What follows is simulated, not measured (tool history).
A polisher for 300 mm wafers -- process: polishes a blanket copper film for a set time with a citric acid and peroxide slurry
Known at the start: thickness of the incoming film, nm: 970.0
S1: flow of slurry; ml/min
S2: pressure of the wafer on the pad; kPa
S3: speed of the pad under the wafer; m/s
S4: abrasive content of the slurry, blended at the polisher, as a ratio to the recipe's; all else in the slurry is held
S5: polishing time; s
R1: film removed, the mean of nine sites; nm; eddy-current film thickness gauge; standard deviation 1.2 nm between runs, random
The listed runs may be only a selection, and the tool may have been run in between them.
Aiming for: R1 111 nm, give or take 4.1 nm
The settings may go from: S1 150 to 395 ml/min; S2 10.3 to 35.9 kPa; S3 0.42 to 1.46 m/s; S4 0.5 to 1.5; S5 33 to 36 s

{"run": 1, "hour": 0.0, "S1": 250, "S2": 22.8, "S3": 0.94, "S4": 1, "S5": 36, "R1": 72.941}
{"run": 2, "hour": 2.5, "S1": 250, "S2": 24.1, "S3": 0.94, "S4": 1, "S5": 36, "R1": 76.249}
{"run": 3, "hour": 7.9, "S1": 250, "S2": 24.1, "S3": 1.14, "S4": 1, "S5": 36, "R1": 89.239}
{"run": 4, "hour": 10.8, "S1": 250, "S2": 24.8, "S3": 1.14, "S4": 1, "S5": 36, "R1": 92.082}
{"run": 5, "hour": 14.1, "S1": 250, "S2": 22.1, "S3": 1.14, "S4": 1, "S5": 36, "R1": 86.8}
{"run": 6, "hour": 22.7, "S1": 250, "S2": 17.9, "S3": 1.14, "S4": 1, "S5": 36, "R1": 75.742}
{"run": 7, "hour": 31.4, "S1": 250, "S2": 19.3, "S3": 1.14, "S4": 1, "S5": 36, "R1": 79.948}
{"run": 8, "hour": 37.7, "S1": 250, "S2": 20.7, "S3": 1.14, "S4": 1, "S5": 36, "R1": 83.034}
{"run": 9, "hour": 45.8, "S1": 250, "S2": 22.1, "S3": 1.14, "S4": 1, "S5": 36, "R1": 85.914}
{"run": 10, "hour": 50.1, "S1": 255, "S2": 29, "S3": 1.16, "S4": 1, "S5": 36, "R1": 103.56}

Of the 4 settings listed for the next run, only one would bring every result within its allowed miss of target. Which one?
{"run": "A", "hour": 54.4, "S1": 250, "S2": 29, "S3": 1.28, "S4": 0.8, "S5": 36, "R1": "?"}
{"run": "B", "hour": 54.4, "S1": 165, "S2": 34.5, "S3": 1.28, "S4": 1, "S5": 36, "R1": "?"}
{"run": "C", "hour": 54.4, "S1": 225, "S2": 35.9, "S3": 1.18, "S4": 1.05, "S5": 36, "R1": "?"}
{"run": "D", "hour": 54.4, "S1": 250, "S2": 32.4, "S3": 1.26, "S4": 1, "S5": 36, "R1": "?"}

move=A R1=107.65
move=B R1=119.91
move=C R1=119.89
move=D R1=119.37
A: each result inside its tolerance
B: the result that was furthest off in the last run now lies on the other side of its target
C: the result that was furthest off in the last run now lies on the other side of its target
D: the result that was furthest off in the last run now lies on the other side of its target
The right move is A.

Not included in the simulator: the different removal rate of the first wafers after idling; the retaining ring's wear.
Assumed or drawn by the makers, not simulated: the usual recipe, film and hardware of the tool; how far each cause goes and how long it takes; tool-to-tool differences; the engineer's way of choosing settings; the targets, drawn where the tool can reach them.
